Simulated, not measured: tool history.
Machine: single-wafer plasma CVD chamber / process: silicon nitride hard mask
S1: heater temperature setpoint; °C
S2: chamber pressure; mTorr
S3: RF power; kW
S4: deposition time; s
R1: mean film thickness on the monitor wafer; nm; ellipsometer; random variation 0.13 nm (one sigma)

Run 1, day 0.000: S1 400 °C, S2 1130 mTorr, S3 0.405 kW, S4 56.4 s. Result: R1 72.094 nm.
Run 2, day 0.212: S1 400 °C, S2 1030 mTorr, S3 0.385 kW, S4 56.4 s. Result: R1 66.827 nm.
Run 3, day 0.504: S1 400 °C, S2 950 mTorr, S3 0.380 kW, S4 56.4 s. Result: R1 64.207 nm.
Run 4, day 0.617: S1 400 °C, S2 950 mTorr, S3 0.405 kW, S4 56.4 s. Result: R1 66.874 nm.
Run 5, day 0.708: S1 400 °C, S2 950 mTorr, S3 0.405 kW, S4 56.4 s. Result: R1 67.286 nm.
Run 6, day 1.004: S1 400 °C, S2 890 mTorr, S3 0.395 kW, S4 56.4 s. Result: R1 64.083 nm.
Run 7, day 1.350: S1 400 °C, S2 840 mTorr, S3 0.390 kW, S4 56.4 s. Result: R1 61.381 nm.
Run 8, day 1.704: S1 400 °C, S2 800 mTorr, S3 0.390 kW, S4 56.4 s. Result: R1 60.173 nm.
Run 9, day 1.879: S1 400 °C, S2 770 mTorr, S3 0.390 kW, S4 56.4 s. Result: R1 58.820 nm.
Run 10, day 2.238: S1 400 °C, S2 750 mTorr, S3 0.390 kW, S4 56.4 s. Result: R1 58.032 nm.
Run 11, day 2.388: S1 400 °C, S2 680 mTorr, S3 0.380 kW, S4 56.4 s. Result: R1 53.552 nm.

What does the tool deliver on the next run?
Run 12, day 2.417: S1 400 °C, S2 700 mTorr, S3 0.380 kW, S4 56.4 s. Result: R1 ?.

{"run 12": {"R1": 54.774}}
